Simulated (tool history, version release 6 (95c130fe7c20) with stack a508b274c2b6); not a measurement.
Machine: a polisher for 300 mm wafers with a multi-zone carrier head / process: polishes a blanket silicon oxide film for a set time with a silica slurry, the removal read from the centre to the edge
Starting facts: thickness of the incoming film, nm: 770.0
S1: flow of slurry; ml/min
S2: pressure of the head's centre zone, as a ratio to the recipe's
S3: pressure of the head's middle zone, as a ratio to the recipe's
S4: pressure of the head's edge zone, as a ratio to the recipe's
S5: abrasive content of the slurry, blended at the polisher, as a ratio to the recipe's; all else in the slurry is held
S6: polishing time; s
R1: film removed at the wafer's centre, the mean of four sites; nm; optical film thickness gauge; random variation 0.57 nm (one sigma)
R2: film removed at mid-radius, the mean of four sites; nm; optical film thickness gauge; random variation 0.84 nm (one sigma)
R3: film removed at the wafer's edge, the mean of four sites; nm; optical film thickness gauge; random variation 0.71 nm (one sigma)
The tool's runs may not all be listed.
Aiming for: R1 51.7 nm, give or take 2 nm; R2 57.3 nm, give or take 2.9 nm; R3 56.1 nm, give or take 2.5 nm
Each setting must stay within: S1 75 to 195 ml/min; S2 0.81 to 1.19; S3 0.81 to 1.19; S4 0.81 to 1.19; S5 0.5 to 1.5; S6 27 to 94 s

run 1 hour=0 | S1=125 S2=1 S3=1 S4=1 S5=1 S6=60 | R1=117.24 R2=119.87 R3=119.68
run 2 hour=3.5 | S1=125 S2=1 S3=1 S4=0.97 S5=1 S6=60 | R1=116.61 R2=117.77 R3=121.58
run 3 hour=8.2 | S1=125 S2=1.08 S3=1 S4=0.97 S5=1 S6=60 | R1=123.42 R2=119.92 R3=119.6
run 4 hour=9.5 | S1=125 S2=1.14 S3=1 S4=0.97 S5=1 S6=60 | R1=128.69 R2=119.08 R3=120.26
run 5 hour=15.2 | S1=115 S2=1.08 S3=1.01 S4=0.97 S5=0.85 S6=50 | R1=88.779 R2=87.935 R3=89.64
run 6 hour=23.7 | S1=115 S2=1.08 S3=1.06 S4=0.97 S5=0.85 S6=50 | R1=88.933 R2=89.364 R3=88.513
run 7 hour=29.9 | S1=105 S2=1.06 S3=1.08 S4=0.96 S5=0.75 S6=47 | R1=71.969 R2=73.804 R3=71.648
run 8 hour=38 | S1=95 S2=1.01 S3=1.07 S4=0.94 S5=0.7 S6=47 | R1=63.693 R2=70.198 R3=65.957
run 9 hour=46.6 | S1=90 S2=1 S3=1.04 S4=0.94 S5=0.65 S6=47 | R1=57.728 R2=61.232 R3=60.85
run 10 hour=52.3 | S1=85 S2=0.99 S3=1.04 S4=0.93 S5=0.65 S6=47 | R1=55.801 R2=61.41 R3=59.837
run 11 hour=58 | S1=80 S2=0.99 S3=1.03 S4=0.92 S5=0.65 S6=47 | R1=54.226 R2=59.079 R3=58.433
run 12 hour=60.6 | S1=80 S2=0.99 S3=1.03 S4=0.91 S5=0.65 S6=47 | R1=56.019 R2=58.737 R3=59.385
run 13 hour=65.7 | S1=80 S2=0.98 S3=1.04 S4=0.91 S5=0.65 S6=47 | R1=55.551 R2=58.716 R3=59.63
run 14 hour=73.4 | S1=80 S2=0.97 S3=1.05 S4=0.91 S5=0.65 S6=47 | R1=55.734 R2=59.587 R3=59.17
run 15 hour=82.4 | S1=80 S2=0.96 S3=1.05 S4=0.91 S5=0.65 S6=47 | R1=54.391 R2=60.651 R3=58.297
run 16 hour=91.3 | S1=80 S2=0.95 S3=1.04 S4=0.9 S5=0.65 S6=47 | R1=55.04 R2=60.131 R3=57.908

5 next moves are on the table. One of them brings every result within its allowed miss. Which?
run A hour=100.2 | S1=75 S2=0.89 S3=1.04 S4=1.08 S5=0.55 S6=61 | R1=? R2=? R3=?
run B hour=100.2 | S1=75 S2=1.15 S3=0.93 S4=0.87 S5=0.8 S6=38 | R1=? R2=? R3=?
run C hour=100.2 | S1=100 S2=0.86 S3=0.97 S4=0.82 S5=0.9 S6=33 | R1=? R2=? R3=?
run D hour=100.2 | S1=110 S2=1.06 S3=1.07 S4=0.94 S5=0.85 S6=33 | R1=? R2=? R3=?
run E hour=100.2 | S1=75 S2=1 S3=0.9 S4=0.96 S5=0.6 S6=52 | R1=? R2=? R3=?

move=A R1=52.284 R2=62.855 R3=64.691
move=B R1=60.457 R2=55.476 R3=56.717
move=C R1=50.755 R2=58.351 R3=54.907
move=D R1=57.123 R2=61.709 R3=56.502
move=E R1=54.762 R2=53.954 R3=59.325
A: brings the result that was furthest off to its target, and leaves another outside
B: lands further from the targets than the last run did
C: every result lands within tolerance
D: lands further from the targets than the last run did
E: an improvement on the last run, though not all results are within tolerance
Answer: C

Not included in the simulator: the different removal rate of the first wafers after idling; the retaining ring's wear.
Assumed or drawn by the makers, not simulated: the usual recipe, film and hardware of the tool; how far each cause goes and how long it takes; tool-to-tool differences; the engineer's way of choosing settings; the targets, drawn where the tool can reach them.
